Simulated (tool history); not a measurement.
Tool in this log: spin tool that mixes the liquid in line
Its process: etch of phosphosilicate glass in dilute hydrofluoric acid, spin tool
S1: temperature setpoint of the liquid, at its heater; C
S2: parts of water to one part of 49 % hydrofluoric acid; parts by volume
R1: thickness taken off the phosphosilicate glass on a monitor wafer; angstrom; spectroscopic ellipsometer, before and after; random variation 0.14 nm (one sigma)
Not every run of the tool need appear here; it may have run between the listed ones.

Run 1, hour 0.0: S1 23.0 C, S2 205 parts by volume, time under the liquid (s) 55. Result: R1 404.97 angstrom.
Run 2, hour 2.4: S1 23.0 C, S2 240 parts by volume, time under the liquid (s) 55. Result: R1 335.38 angstrom.
Run 3, hour 11.2: S1 23.0 C, S2 240 parts by volume, time under the liquid (s) 60. Result: R1 360.70 angstrom.
Run 4, hour 17.4: S1 23.0 C, S2 240 parts by volume, time under the liquid (s) 55. Result: R1 328.77 angstrom.
Run 5, hour 19.5: S1 22.0 C, S2 240 parts by volume, time under the liquid (s) 55. Result: R1 317.25 angstrom.
Run 6, hour 22.8: S1 22.0 C, S2 205 parts by volume, time under the liquid (s) 55. Result: R1 391.43 angstrom.
Run 7, hour 25.8: S1 21.0 C, S2 215 parts by volume, time under the liquid (s) 55. Result: R1 349.62 angstrom.
Run 8, hour 34.6: S1 20.0 C, S2 220 parts by volume, time under the liquid (s) 55. Result: R1 327.75 angstrom.
Run 9, hour 38.1: S1 19.5 C, S2 225 parts by volume, time under the liquid (s) 55. Result: R1 317.07 angstrom.

Run 10 has not been measured yet. What should we expect?
Run 10, hour 39.9: S1 19.5 C, S2 225 parts by volume, time under the liquid (s) 55. Result: R1 ?.

Run 10 yielded R1 316.16 angstrom.
